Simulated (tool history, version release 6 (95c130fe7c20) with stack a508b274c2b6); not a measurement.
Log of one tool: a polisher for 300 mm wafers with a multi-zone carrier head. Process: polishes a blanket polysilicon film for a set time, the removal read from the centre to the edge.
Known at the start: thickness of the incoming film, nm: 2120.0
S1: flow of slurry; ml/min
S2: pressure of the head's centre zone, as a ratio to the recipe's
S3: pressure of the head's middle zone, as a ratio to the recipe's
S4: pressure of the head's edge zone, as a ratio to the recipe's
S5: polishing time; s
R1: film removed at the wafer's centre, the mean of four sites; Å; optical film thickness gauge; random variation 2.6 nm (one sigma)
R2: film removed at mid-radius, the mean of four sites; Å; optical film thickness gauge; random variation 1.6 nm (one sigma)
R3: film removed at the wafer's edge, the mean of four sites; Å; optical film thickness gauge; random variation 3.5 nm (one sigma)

run	hour	S1	S2	S3	S4	S5	R1	R2	R3
1	0.0	240	1.00	1.00	1.00	65	5122.3	5002.9	5231.5
2	4.7	240	0.92	1.00	1.00	65	4714.8	4995.5	5113.8
3	8.0	240	0.93	0.98	0.97	60	4415.5	4488.9	4745.2
4	14.1	235	0.95	0.98	0.95	55	4149.2	4173.4	4243.5
5	21.6	230	0.95	0.96	0.93	52	3810.9	3856.2	4009.5
6	26.1	230	0.95	1.00	0.93	52	3866.5	4011.5	4130.4
# hour 27.8: edge zone pressure recalibrated
7	27.8	215	0.99	0.90	0.83	34	2639.9	2373.0	2402.0
8	36.6	230	0.99	0.90	0.85	34	2653.3	2376.3	2457.6
9	43.4	300	1.06	0.99	0.95	37	3185.7	2874.8	2902.5

Forecast run 10:
10	51.9	300	1.06	0.98	0.95	37	?	?	?

{"run 10": {"R1": 3148.8, "R2": 2859.8, "R3": 2884.7}}
